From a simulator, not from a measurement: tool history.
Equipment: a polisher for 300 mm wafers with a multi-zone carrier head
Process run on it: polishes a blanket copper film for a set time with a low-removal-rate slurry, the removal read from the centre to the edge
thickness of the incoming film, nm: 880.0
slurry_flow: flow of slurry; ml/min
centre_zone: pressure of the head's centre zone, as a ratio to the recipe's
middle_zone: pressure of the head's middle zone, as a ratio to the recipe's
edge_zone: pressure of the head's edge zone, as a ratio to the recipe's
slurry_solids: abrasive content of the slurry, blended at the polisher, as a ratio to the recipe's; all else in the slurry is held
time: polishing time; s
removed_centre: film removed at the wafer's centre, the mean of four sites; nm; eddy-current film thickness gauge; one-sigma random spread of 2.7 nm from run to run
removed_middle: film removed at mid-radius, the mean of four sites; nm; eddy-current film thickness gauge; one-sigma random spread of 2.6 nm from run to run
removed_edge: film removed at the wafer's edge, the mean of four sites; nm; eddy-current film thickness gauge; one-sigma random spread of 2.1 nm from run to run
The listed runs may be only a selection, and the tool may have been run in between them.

{"run": 1, "hour": 0.0, "slurry_flow": 290, "centre_zone": 1.0, "middle_zone": 1.0, "edge_zone": 1.0, "slurry_solids": 1.0, "time": 72, "removed_centre": 235.36, "removed_middle": 244.03, "removed_edge": 232.41}
{"run": 2, "hour": 5.4, "slurry_flow": 290, "centre_zone": 1.0, "middle_zone": 0.92, "edge_zone": 1.0, "slurry_solids": 1.0, "time": 72, "removed_centre": 240.7, "removed_middle": 221.43, "removed_edge": 233.26}
{"run": 3, "hour": 11.7, "slurry_flow": 290, "centre_zone": 1.0, "middle_zone": 0.94, "edge_zone": 0.97, "slurry_solids": 0.9, "time": 71, "removed_centre": 238.98, "removed_middle": 224.37, "removed_edge": 224.86}
{"run": 4, "hour": 20.3, "slurry_flow": 290, "centre_zone": 1.0, "middle_zone": 0.94, "edge_zone": 1.01, "slurry_solids": 0.9, "time": 71, "removed_centre": 231.66, "removed_middle": 222.53, "removed_edge": 230.45}
{"run": 5, "hour": 27.7, "slurry_flow": 290, "centre_zone": 0.99, "middle_zone": 0.95, "edge_zone": 0.98, "slurry_solids": 0.85, "time": 69, "removed_centre": 224.04, "removed_middle": 221.1, "removed_edge": 218.68}
{"run": 6, "hour": 36.2, "slurry_flow": 290, "centre_zone": 0.99, "middle_zone": 0.95, "edge_zone": 0.91, "slurry_solids": 0.85, "time": 69, "removed_centre": 217.44, "removed_middle": 220.94, "removed_edge": 212.7}
{"run": 7, "hour": 41.4, "slurry_flow": 290, "centre_zone": 1.0, "middle_zone": 0.96, "edge_zone": 0.89, "slurry_solids": 0.8, "time": 68, "removed_centre": 222.19, "removed_middle": 216.16, "removed_edge": 205.76}

Forecast run 8:
{"run": 8, "hour": 45.7, "slurry_flow": 290, "centre_zone": 1.0, "middle_zone": 0.97, "edge_zone": 0.88, "slurry_solids": 0.75, "time": 67, "removed_centre": "?", "removed_middle": "?", "removed_edge": "?"}

removed_centre: 210.35 nm
removed_middle: 212.27 nm
removed_edge: 193.84 nm
